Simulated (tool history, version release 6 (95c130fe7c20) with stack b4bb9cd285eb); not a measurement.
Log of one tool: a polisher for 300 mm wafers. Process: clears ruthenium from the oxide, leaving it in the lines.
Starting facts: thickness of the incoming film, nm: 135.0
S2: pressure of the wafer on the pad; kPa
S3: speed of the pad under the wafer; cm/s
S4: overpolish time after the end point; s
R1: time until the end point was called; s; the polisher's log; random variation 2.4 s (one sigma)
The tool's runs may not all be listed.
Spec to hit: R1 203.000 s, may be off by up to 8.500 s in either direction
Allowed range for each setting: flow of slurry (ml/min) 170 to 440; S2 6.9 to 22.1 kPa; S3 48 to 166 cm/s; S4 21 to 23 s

Run 1, hour 0.0: flow of slurry (ml/min) 280, S2 14.5 kPa, S3 106 cm/s, S4 21 s. Result: R1 110.410 s.
Run 2, hour 4.0: flow of slurry (ml/min) 280, S2 14.5 kPa, S3 106 cm/s, S4 21 s. Result: R1 112.210 s.
Run 3, hour 5.0: flow of slurry (ml/min) 280, S2 13.1 kPa, S3 104 cm/s, S4 21 s. Result: R1 124.790 s.
Run 4, hour 6.0: flow of slurry (ml/min) 280, S2 13.1 kPa, S3 120 cm/s, S4 21 s. Result: R1 111.280 s.
Run 5, hour 11.0: flow of slurry (ml/min) 280, S2 16.5 kPa, S3 120 cm/s, S4 21 s. Result: R1 89.409 s.
Run 6, hour 17.4: flow of slurry (ml/min) 245, S2 16.5 kPa, S3 120 cm/s, S4 21 s. Result: R1 88.783 s.
Run 7, hour 24.9: flow of slurry (ml/min) 245, S2 12.4 kPa, S3 96 cm/s, S4 21 s. Result: R1 145.180 s.
Run 8, hour 29.5: flow of slurry (ml/min) 240, S2 11.7 kPa, S3 96 cm/s, S4 21 s. Result: R1 149.900 s.
Run 9, hour 33.6: flow of slurry (ml/min) 240, S2 11.0 kPa, S3 96 cm/s, S4 21 s. Result: R1 158.870 s.
Run 10, hour 38.4: flow of slurry (ml/min) 240, S2 7.6 kPa, S3 94 cm/s, S4 21 s. Result: R1 221.680 s.

Consider the 4 candidate settings below. Which is the only one whose results all fall within their allowed miss of target?
Run A, hour 43.2: flow of slurry (ml/min) 215, S2 13.1 kPa, S3 62 cm/s, S4 23 s. Result: R1 ?.
Run B, hour 43.2: flow of slurry (ml/min) 320, S2 7.6 kPa, S3 114 cm/s, S4 21 s. Result: R1 ?.
Run C, hour 43.2: flow of slurry (ml/min) 250, S2 6.9 kPa, S3 104 cm/s, S4 22 s. Result: R1 ?.
Run D, hour 43.2: flow of slurry (ml/min) 300, S2 9.7 kPa, S3 92 cm/s, S4 21 s. Result: R1 ?.

move       R1
   A  206.690
   B  187.030
   C  225.740
   D  185.350
A: every result lands within tolerance
B: takes the result that was furthest off past its target
C: lands further from the targets than the last run did
D: takes the result that was furthest off past its target
The right move is A.
